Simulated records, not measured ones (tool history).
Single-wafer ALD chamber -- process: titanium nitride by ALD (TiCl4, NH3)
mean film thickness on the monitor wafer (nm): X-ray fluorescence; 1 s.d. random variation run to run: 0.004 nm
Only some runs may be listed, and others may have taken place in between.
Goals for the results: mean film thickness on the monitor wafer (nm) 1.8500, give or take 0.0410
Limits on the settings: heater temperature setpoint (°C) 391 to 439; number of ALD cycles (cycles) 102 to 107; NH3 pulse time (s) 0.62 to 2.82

run	hour	heater temperature setpoint (°C)	number of ALD cycles (cycles)	NH3 pulse time (s)	mean film thickness on the monitor wafer (nm)
1	0.0	415	107	1.72	2.0265
2	5.4	415	107	1.72	2.0224
3	8.6	415	102	1.72	1.9221
4	14.9	419	102	1.72	1.9338
5	22.8	419	107	1.72	2.0296
6	26.1	415	106	1.56	1.9941
7	27.0	412	105	1.39	1.9500
# hour 33.7: thermocouple changed; heater temperature recalibrated
8	33.7	411	104	1.31	1.9252
9	38.4	410	104	1.24	1.9220
10	46.6	398	102	0.69	1.6183
11	56.0	401	103	0.69	1.6666
12	61.8	403	104	0.69	1.6913
13	70.3	405	105	0.71	1.7364
14	73.5	406	105	0.72	1.7482
15	76.0	418	107	1.27	2.0001

Below are 4 possible settings for the next run. Only one of them brings all results inside the allowed miss of their targets. Which is it?
A	78.5	414	105	0.83	?
B	78.5	421	107	0.62	?
C	78.5	417	102	0.79	?
D	78.5	421	107	1.52	?

move	mean film thickness on the monitor wafer (nm)
A	1.8562
B	1.7368
C	1.7948
D	2.0227
A: all results in spec
B: the result that was furthest off in the last run now lies on the other side of its target
C: the result that was furthest off in the last run now lies on the other side of its target
D: the biggest miss grows against the last run
A is the move that brings every result within its allowed miss.
